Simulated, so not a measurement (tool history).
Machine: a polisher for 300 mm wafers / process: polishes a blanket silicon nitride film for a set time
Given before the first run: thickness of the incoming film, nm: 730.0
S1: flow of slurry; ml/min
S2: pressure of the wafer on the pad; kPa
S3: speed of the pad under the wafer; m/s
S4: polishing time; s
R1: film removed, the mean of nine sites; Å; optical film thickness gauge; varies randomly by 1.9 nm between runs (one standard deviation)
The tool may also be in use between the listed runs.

{"run": 1, "hour": 0.0, "S1": 195, "S2": 29.0, "S3": 1.12, "S4": 57, "R1": 1046.1}
{"run": 2, "hour": 5.5, "S1": 195, "S2": 29.0, "S3": 1.12, "S4": 57, "R1": 1026.4}
{"run": 3, "hour": 13.5, "S1": 195, "S2": 31.0, "S3": 1.12, "S4": 57, "R1": 1101.4}
{"run": 4, "hour": 17.0, "S1": 195, "S2": 33.1, "S3": 1.12, "S4": 57, "R1": 1193.9}
{"run": 5, "hour": 22.2, "S1": 195, "S2": 37.9, "S3": 1.12, "S4": 57, "R1": 1332.9}
{"run": 6, "hour": 24.4, "S1": 195, "S2": 38.6, "S3": 1.12, "S4": 57, "R1": 1321.4}
{"run": 7, "hour": 30.6, "S1": 195, "S2": 39.3, "S3": 1.12, "S4": 57, "R1": 1384.7}

Run 8 is up next; what results do you expect?
{"run": 8, "hour": 35.7, "S1": 195, "S2": 40.0, "S3": 1.12, "S4": 57, "R1": "?"}

{"run 8": {"R1": 1412.4}}
